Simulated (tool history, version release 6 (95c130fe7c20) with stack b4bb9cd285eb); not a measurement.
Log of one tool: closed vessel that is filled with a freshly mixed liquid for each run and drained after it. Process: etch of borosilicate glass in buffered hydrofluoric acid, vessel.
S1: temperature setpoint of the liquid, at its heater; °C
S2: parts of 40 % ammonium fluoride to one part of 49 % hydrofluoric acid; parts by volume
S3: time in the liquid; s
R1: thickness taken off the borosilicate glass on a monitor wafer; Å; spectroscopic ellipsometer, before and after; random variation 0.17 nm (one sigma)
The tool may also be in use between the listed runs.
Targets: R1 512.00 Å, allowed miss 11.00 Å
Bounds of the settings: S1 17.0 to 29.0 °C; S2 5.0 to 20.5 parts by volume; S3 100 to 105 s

Run 1, hour 0.0: S1 21.0 °C, S2 12.5 parts by volume, S3 100 s. Result: R1 788.89 Å.
Run 2, hour 1.9: S1 21.0 °C, S2 12.5 parts by volume, S3 105 s. Result: R1 824.95 Å.
Run 3, hour 10.2: S1 24.0 °C, S2 12.5 parts by volume, S3 105 s. Result: R1 973.58 Å.
Run 4, hour 14.0: S1 23.0 °C, S2 13.0 parts by volume, S3 105 s. Result: R1 891.78 Å.
Run 5, hour 16.9: S1 23.0 °C, S2 14.5 parts by volume, S3 105 s. Result: R1 797.74 Å.
Run 6, hour 19.1: S1 22.5 °C, S2 14.5 parts by volume, S3 105 s. Result: R1 774.61 Å.
Run 7, hour 21.3: S1 22.0 °C, S2 14.5 parts by volume, S3 105 s. Result: R1 761.34 Å.
Run 8, hour 27.9: S1 21.5 °C, S2 14.5 parts by volume, S3 105 s. Result: R1 741.74 Å.
Run 9, hour 33.9: S1 21.0 °C, S2 14.5 parts by volume, S3 105 s. Result: R1 715.55 Å.
Run 10, hour 37.1: S1 20.5 °C, S2 14.5 parts by volume, S3 105 s. Result: R1 701.94 Å.
Run 11, hour 43.8: S1 20.0 °C, S2 14.5 parts by volume, S3 105 s. Result: R1 678.84 Å.
Run 12, hour 45.5: S1 19.5 °C, S2 14.5 parts by volume, S3 105 s. Result: R1 659.12 Å.
Run 13, hour 51.8: S1 19.0 °C, S2 14.5 parts by volume, S3 105 s. Result: R1 641.64 Å.
Run 14, hour 55.6: S1 18.0 °C, S2 15.5 parts by volume, S3 105 s. Result: R1 568.32 Å.
Run 15, hour 61.9: S1 17.5 °C, S2 16.0 parts by volume, S3 105 s. Result: R1 535.30 Å.

4 next moves are on the table. One of them brings every result within its allowed miss. Which?
Run A, hour 68.2: S1 18.0 °C, S2 16.0 parts by volume, S3 105 s. Result: R1 ?.
Run B, hour 68.2: S1 18.0 °C, S2 17.5 parts by volume, S3 100 s. Result: R1 ?.
Run C, hour 68.2: S1 17.0 °C, S2 15.5 parts by volume, S3 100 s. Result: R1 ?.
Run D, hour 68.2: S1 17.0 °C, S2 16.0 parts by volume, S3 100 s. Result: R1 ?.

move      R1
   A  546.74
   B  476.33
   C  508.23
   D  492.45
A: further off than the last run
B: takes the result that was furthest off past its target
C: meets every target
D: takes the result that was furthest off past its target
Answer: C
